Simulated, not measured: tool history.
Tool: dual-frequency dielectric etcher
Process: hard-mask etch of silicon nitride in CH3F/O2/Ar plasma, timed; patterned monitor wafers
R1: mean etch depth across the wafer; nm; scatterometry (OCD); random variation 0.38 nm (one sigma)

{"run": 1, "hour": 0.0, "source power (W)": 450, "bias power (W)": 78, "etch time (s)": 176.5, "R1": 146.49}
{"run": 2, "hour": 6.6, "source power (W)": 450, "bias power (W)": 78, "etch time (s)": 184.0, "R1": 151.38}
{"run": 3, "hour": 13.0, "source power (W)": 410, "bias power (W)": 76, "etch time (s)": 184.0, "R1": 145.33}
{"run": 4, "hour": 16.9, "source power (W)": 380, "bias power (W)": 75, "etch time (s)": 184.0, "R1": 140.59}
{"run": 5, "hour": 25.7, "source power (W)": 380, "bias power (W)": 75, "etch time (s)": 176.5, "R1": 134.18}
{"run": 6, "hour": 32.2, "source power (W)": 440, "bias power (W)": 75, "etch time (s)": 176.5, "R1": 143.44}
{"run": 7, "hour": 33.3, "source power (W)": 440, "bias power (W)": 75, "etch time (s)": 176.5, "R1": 143.33}
{"run": 8, "hour": 42.2, "source power (W)": 420, "bias power (W)": 74, "etch time (s)": 176.5, "R1": 141.06}

Forecast run 9:
{"run": 9, "hour": 46.8, "source power (W)": 330, "bias power (W)": 69, "etch time (s)": 176.5, "R1": "?"}

Run 9 gave R1 124.61 nm.

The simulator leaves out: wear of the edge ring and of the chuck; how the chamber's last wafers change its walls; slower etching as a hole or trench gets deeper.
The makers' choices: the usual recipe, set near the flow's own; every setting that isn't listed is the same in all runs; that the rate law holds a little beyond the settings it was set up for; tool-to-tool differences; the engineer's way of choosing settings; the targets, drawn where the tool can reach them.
